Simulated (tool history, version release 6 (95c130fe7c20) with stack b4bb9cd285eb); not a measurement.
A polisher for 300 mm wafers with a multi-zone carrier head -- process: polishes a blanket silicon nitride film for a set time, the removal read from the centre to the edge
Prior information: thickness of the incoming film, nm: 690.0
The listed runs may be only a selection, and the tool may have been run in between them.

| run | hour | flow of slurry (ml/min) | pressure of the head's centre zone | pressure of the head's middle zone | pressure of the head's edge zone | polishing time (s) | film removed at the wafer's centre (nm) | film removed at mid-radius (nm) | film removed at the wafer's edge (nm) |
|---|---|---|---|---|---|---|---|---|---|
| 1 | 0 | 285 | 1 | 1 | 1 | 43 | 132.79 | 126.77 | 127.58 |
| 2 | 8.4 | 285 | 1 | 1 | 1 | 48 | 145.1 | 139.12 | 145.15 |
| 3 | 9.9 | 285 | 1 | 1 | 0.96 | 48 | 143.82 | 140.29 | 141.39 |
| 4 | 11.7 | 285 | 1 | 1.08 | 0.96 | 48 | 144.6 | 151.98 | 141.97 |
| 5 | 13 | 285 | 0.99 | 1.05 | 0.94 | 46 | 139.18 | 141.45 | 137.28 |
| 6 | 15.6 | 285 | 0.99 | 1.12 | 0.94 | 46 | 138.8 | 147.03 | 134.75 |

Expected results for the next run?
| 7 | 18.3 | 285 | 0.98 | 1.1 | 0.94 | 44 | ? | ? | ? |

film removed at the wafer's centre (nm): 131.17
film removed at mid-radius (nm): 140.11
film removed at the wafer's edge (nm): 127.77
